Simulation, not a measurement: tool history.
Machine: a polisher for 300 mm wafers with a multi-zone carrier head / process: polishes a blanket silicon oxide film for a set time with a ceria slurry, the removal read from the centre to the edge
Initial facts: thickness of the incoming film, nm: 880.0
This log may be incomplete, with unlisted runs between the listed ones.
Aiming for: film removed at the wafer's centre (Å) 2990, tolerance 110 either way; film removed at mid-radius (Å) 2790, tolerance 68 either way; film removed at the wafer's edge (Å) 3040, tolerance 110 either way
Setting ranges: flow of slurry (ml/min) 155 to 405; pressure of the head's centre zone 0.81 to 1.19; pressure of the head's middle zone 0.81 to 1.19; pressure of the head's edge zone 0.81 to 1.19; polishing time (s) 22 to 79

| run | hour | flow of slurry (ml/min) | pressure of the head's centre zone | pressure of the head's middle zone | pressure of the head's edge zone | polishing time (s) | film removed at the wafer's centre (Å) | film removed at mid-radius (Å) | film removed at the wafer's edge (Å) |
|---|---|---|---|---|---|---|---|---|---|
| 1 | 0 | 260 | 1 | 1 | 1 | 50 | 2478.7 | 2446.4 | 2434.6 |
| 2 | 8.5 | 265 | 1.01 | 1 | 1.02 | 51 | 2513.7 | 2513.5 | 2541.1 |
| 3 | 13.8 | 265 | 1.01 | 1 | 0.99 | 51 | 2577.5 | 2550 | 2551.3 |
| 4 | 19.3 | 265 | 1.07 | 1 | 0.99 | 51 | 2678.3 | 2483.6 | 2531.8 |
| 5 | 22.9 | 265 | 1.07 | 1 | 0.99 | 57 | 3027.1 | 2811.8 | 2815.1 |
| 6 | 27.6 | 265 | 1.07 | 0.95 | 0.99 | 57 | 3048.3 | 2723.6 | 2867.2 |
| 7 | 30.9 | 270 | 1.06 | 0.95 | 1 | 57 | 3029.8 | 2698.8 | 2836.5 |
| 8 | 39.2 | 270 | 1.05 | 0.95 | 1.01 | 57 | 2998.9 | 2714.6 | 2784.5 |
| 9 | 41 | 255 | 1.04 | 0.94 | 1 | 58 | 2993.4 | 2695.5 | 2914.7 |

Exercise: of the 5 proposed moves below, exactly one satisfies all targets within the stated allowed misses. Which move is it?
| A | 42.8 | 250 | 1.06 | 0.93 | 0.98 | 58 | ? | ? | ? |
| B | 42.8 | 290 | 1.05 | 0.94 | 0.99 | 56 | ? | ? | ? |
| C | 42.8 | 270 | 1.03 | 0.98 | 0.91 | 59 | ? | ? | ? |
| D | 42.8 | 305 | 1.09 | 1.01 | 1.02 | 54 | ? | ? | ? |
| E | 42.8 | 345 | 1 | 0.94 | 1.04 | 59 | ? | ? | ? |

| move | film removed at the wafer's centre (Å) | film removed at mid-radius (Å) | film removed at the wafer's edge (Å) |
|---|---|---|---|
| A | 3010.9 | 2659.3 | 2851.5 |
| B | 2924.1 | 2626.7 | 2795.3 |
| C | 3000.9 | 2848.1 | 2815.2 |
| D | 2943.6 | 2701.6 | 2741.2 |
| E | 2980.1 | 2808 | 3049.7 |
A: lands further from the targets than the last run did
B: lands further from the targets than the last run did
C: the worst result of the last run now meets its target, but another is out of spec
D: lands further from the targets than the last run did
E: all results in spec
The right move is E.
